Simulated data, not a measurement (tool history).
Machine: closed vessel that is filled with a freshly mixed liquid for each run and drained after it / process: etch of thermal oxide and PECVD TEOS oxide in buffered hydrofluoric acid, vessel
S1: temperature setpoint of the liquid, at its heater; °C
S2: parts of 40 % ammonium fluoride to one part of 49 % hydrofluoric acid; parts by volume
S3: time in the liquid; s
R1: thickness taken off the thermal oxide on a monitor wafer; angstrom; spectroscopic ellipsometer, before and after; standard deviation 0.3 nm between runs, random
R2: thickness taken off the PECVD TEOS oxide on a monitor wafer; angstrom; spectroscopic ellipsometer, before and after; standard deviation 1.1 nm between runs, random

run 1 day=0 | S1=24 S2=21 S3=60 | R1=331.52 R2=729.46
run 2 day=0.083 | S1=24 S2=21 S3=35 | R1=193.4 R2=432.01
run 3 day=0.167 | S1=24 S2=17 S3=35 | R1=234.65 R2=514.17
run 4 day=0.225 | S1=25 S2=16 S3=35 | R1=262.27 R2=586.11
run 5 day=0.504 | S1=27 S2=16 S3=35 | R1=296.32 R2=645.74
run 6 day=0.604 | S1=27 S2=16 S3=30 | R1=252.42 R2=549.83
run 7 day=0.871 | S1=27.5 S2=15 S3=30 | R1=275.07 R2=603.94
run 8 day=0.942 | S1=28 S2=14 S3=30 | R1=302.34 R2=661.81
run 9 day=0.979 | S1=28.5 S2=13 S3=30 | R1=332.82 R2=738.83

Forecast run 10:
run 10 day=1.162 | S1=29 S2=12.5 S3=30 | R1=? R2=?

R1: 357.87 angstrom
R2: 797.38 angstrom
